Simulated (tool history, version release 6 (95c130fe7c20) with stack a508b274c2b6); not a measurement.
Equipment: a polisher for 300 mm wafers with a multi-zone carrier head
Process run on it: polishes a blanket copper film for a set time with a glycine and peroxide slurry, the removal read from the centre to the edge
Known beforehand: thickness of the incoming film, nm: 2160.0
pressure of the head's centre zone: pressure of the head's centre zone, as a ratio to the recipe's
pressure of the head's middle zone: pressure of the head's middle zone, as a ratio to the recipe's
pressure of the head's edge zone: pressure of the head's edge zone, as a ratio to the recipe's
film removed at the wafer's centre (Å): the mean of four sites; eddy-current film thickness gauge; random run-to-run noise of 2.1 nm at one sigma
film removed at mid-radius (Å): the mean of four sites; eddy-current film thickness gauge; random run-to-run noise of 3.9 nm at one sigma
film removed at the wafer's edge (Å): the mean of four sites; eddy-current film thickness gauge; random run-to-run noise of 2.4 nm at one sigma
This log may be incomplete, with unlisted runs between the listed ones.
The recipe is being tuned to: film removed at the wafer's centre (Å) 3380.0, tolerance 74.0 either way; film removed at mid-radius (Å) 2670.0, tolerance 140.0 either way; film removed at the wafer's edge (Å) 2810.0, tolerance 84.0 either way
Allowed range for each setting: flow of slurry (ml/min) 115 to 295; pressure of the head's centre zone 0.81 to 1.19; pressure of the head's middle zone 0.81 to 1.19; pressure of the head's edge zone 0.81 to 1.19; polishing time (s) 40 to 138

run	hour	flow of slurry (ml/min)	pressure of the head's centre zone	pressure of the head's middle zone	pressure of the head's edge zone	polishing time (s)	film removed at the wafer's centre (Å)	film removed at mid-radius (Å)	film removed at the wafer's edge (Å)
1	0.0	190	1.00	1.00	1.00	88	3513.6	3439.6	3545.9
2	4.1	190	1.00	1.05	1.00	88	3492.5	3565.3	3504.9
3	13.1	190	1.00	1.05	1.00	78	3136.8	3165.2	3126.7
4	14.9	190	1.00	1.05	0.96	78	3093.6	3181.7	3115.2
5	21.4	190	1.05	1.05	0.96	78	3263.4	3040.1	3063.7
6	29.4	190	1.05	0.98	0.96	78	3275.1	2995.6	3106.3
7	32.2	190	1.08	0.98	0.94	76	3272.1	2943.4	2950.3
8	35.1	190	1.10	0.95	0.94	75	3309.7	2804.3	2938.9
9	36.5	190	1.11	0.94	0.93	74	3286.8	2750.0	2921.3
10	44.4	205	1.16	0.92	0.84	72	3350.5	2733.4	2689.3

Which of these 4 next moves meets every target?
A	52.3	200	1.19	1.01	0.81	70	?	?	?
B	52.3	235	1.07	0.96	0.81	72	?	?	?
C	52.3	220	1.15	0.99	0.81	70	?	?	?
D	52.3	195	1.15	0.91	0.90	73	?	?	?

move	film removed at the wafer's centre (Å)	film removed at mid-radius (Å)	film removed at the wafer's edge (Å)
A	3342.0	2771.5	2542.2
B	3160.0	2808.5	2657.0
C	3274.4	2767.2	2566.7
D	3352.0	2675.2	2771.2
A: misses by more than the last run did
B: misses by more than the last run did
C: misses by more than the last run did
D: meets every target
D is the move that brings every result within its allowed miss.

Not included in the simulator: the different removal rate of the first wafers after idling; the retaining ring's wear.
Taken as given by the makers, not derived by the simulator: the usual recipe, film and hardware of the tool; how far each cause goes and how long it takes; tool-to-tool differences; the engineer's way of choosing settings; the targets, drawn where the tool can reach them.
